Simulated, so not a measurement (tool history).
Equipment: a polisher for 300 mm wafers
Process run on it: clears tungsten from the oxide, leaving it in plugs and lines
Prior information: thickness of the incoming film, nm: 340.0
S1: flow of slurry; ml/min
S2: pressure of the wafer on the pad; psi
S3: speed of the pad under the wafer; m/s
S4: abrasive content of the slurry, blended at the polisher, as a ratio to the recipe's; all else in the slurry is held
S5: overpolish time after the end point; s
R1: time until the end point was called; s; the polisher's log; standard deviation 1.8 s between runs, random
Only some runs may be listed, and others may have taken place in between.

run	hour	S1	S2	S3	S4	S5	R1
1	0	310	4.2	1.38	1	6	51.285
2	2.8	310	3.7	1.34	1	6	56.735
3	6.8	310	3.2	1.34	1	6	64.471
4	9.8	310	3.2	1.34	1	5	63.15
5	16	245	3.2	1.34	1	5	66.942
6	22.4	245	2.9	1.32	1	5	73.702
7	25.7	245	2.7	1.3	1	5	77.345
8	33.2	245	2.5	1.3	1	5	80.009
9	39.9	245	2.5	1.3	1	5	76.818
10	41.8	245	2.4	1.28	1	5	83.71

What will run 11 give?
11	47.2	245	2.3	1.28	1	5	?

R1: 81.784 s
